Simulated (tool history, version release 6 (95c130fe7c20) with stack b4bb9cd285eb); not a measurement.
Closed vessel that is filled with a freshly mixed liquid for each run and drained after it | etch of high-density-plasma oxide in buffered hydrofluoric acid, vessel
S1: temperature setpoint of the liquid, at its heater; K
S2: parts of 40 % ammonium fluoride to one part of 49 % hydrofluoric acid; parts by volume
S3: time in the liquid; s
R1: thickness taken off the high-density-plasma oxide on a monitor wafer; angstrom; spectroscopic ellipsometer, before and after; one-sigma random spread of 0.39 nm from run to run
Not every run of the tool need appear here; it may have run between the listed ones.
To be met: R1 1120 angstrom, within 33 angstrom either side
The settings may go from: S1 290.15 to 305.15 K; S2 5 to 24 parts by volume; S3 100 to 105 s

run 1 hour=0 | S1=297.15 S2=14.5 S3=100 | R1=906.13
run 2 hour=6.4 | S1=299.65 S2=14.5 S3=100 | R1=1046.2
run 3 hour=12.7 | S1=300.15 S2=14.5 S3=100 | R1=1074.4
run 4 hour=15.2 | S1=300.15 S2=14.5 S3=100 | R1=1076.4
run 5 hour=23.3 | S1=300.15 S2=11 S3=100 | R1=1405.7
run 6 hour=27 | S1=302.65 S2=11 S3=100 | R1=1589.7
run 7 hour=29.2 | S1=301.15 S2=11 S3=100 | R1=1480.3
run 8 hour=31.1 | S1=300.15 S2=11 S3=100 | R1=1398.5
run 9 hour=34.7 | S1=299.15 S2=11 S3=100 | R1=1340.3
run 10 hour=37.5 | S1=295.15 S2=11 S3=100 | R1=1071.4

Of the 4 settings listed for the next run, only one would bring every result within its allowed miss of target. Which one?
run A hour=40.3 | S1=294.15 S2=11.5 S3=105 | R1=?
run B hour=40.3 | S1=296.15 S2=11.5 S3=105 | R1=?
run C hour=40.3 | S1=296.15 S2=12 S3=100 | R1=?
run D hour=40.3 | S1=292.15 S2=10 S3=105 | R1=?

move=A R1=1020.4
move=B R1=1139.6
move=C R1=1041.2
move=D R1=1045.4
A: the biggest miss grows against the last run
B: hits every target within its allowed miss
C: the biggest miss grows against the last run
D: the biggest miss grows against the last run
Answer: B
